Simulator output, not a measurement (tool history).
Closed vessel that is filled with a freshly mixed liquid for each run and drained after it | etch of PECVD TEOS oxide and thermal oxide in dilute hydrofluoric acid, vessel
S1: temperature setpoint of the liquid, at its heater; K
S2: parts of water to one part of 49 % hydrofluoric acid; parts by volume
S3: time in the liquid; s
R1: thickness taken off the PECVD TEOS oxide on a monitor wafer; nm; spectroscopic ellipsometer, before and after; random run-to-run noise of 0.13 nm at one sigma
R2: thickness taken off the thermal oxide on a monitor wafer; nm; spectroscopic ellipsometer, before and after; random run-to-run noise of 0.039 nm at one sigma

run  hour      S1   S2   S3      R1       R2
  1   0.0  294.15  125  690  53.117  25.5720
  2   9.4  294.15  145  690  45.040  21.5810
  3  13.7  293.15  165  635  34.061  16.3580
  4  20.8  292.65  180  585  27.847  13.5290
  5  23.3  292.65  180  825  39.555  19.2150
  6  30.3  292.65  210  825  32.814  15.8320
  7  35.3  292.15  215  720  26.901  13.1000
  8  40.3  291.65  215  630  23.569  11.2170
  9  41.4  291.65  215  630  23.933  11.2820

Run 10 is up next; what results do you expect?
 10  44.6  292.15  215  545   ?   ?

Run 10 gave R1 20.594 nm, R2 9.9073 nm.
